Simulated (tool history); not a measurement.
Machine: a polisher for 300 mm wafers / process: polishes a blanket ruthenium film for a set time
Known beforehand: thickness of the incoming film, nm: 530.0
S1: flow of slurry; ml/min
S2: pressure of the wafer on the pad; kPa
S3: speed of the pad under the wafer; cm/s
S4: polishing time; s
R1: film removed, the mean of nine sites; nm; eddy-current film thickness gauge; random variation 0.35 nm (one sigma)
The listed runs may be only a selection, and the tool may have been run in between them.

run,hour,S1,S2,S3,S4,R1
1,0.0,245,14.5,82,45,42.145
2,7.6,250,15.2,82,45,43.889
3,8.8,250,15.2,82,41,40.559
4,14.7,190,15.2,82,41,39.094
5,21.0,250,15.2,82,41,40.149
6,24.0,250,15.2,82,45,44.231
7,32.2,250,15.2,82,45,44.623
8,37.1,250,15.2,82,45,44.333
9,41.8,260,15.9,82,45,46.692
10,47.6,270,15.9,82,45,46.743
11,55.4,280,15.9,82,45,46.621
12,60.9,285,16.5,82,45,48.659

Run 13, settings as shown, results not yet in. Your forecast:
13,68.1,290,16.5,82,45,?

R1: 48.799 nm
